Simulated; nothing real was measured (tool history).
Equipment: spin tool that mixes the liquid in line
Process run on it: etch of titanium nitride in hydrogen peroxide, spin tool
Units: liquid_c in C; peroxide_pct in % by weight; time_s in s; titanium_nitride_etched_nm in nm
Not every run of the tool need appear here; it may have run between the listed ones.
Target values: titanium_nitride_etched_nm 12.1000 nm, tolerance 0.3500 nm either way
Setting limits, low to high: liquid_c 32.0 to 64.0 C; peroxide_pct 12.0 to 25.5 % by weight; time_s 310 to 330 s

run,hour,liquid_c,peroxide_pct,time_s,titanium_nitride_etched_nm
1,0.0,48.0,17.5,310,21.5600
2,5.2,45.5,17.5,310,17.8390
3,6.5,44.0,17.5,310,15.8730
4,7.9,39.0,17.5,310,10.8290
5,15.8,33.5,17.5,310,7.1434
6,20.9,33.5,17.5,310,7.0729
7,25.8,36.0,17.5,310,8.6906
8,29.0,37.5,17.5,310,9.8372
9,31.0,38.5,17.5,310,10.5780
10,36.2,39.0,17.5,310,10.9650

Next run, 5 choices. One meets every target within its allowed miss, the rest don't. Which?
A,41.4,38.0,22.5,330,?
B,41.4,40.0,12.0,310,?
C,41.4,39.5,16.5,310,?
D,41.4,39.0,21.5,330,?
E,41.4,40.5,16.0,330,?

move,titanium_nitride_etched_nm
A,11.3760
B,10.9210
C,11.2340
D,12.1750
E,12.8320
A: gains on the last run, yet a result remains outside its allowed miss
B: about the same distance from the targets as the last run
C: gains on the last run, yet a result remains outside its allowed miss
D: in spec on every target
E: takes the biggest miss from the last run beyond its target
So the answer is move D, the one that meets all the targets.
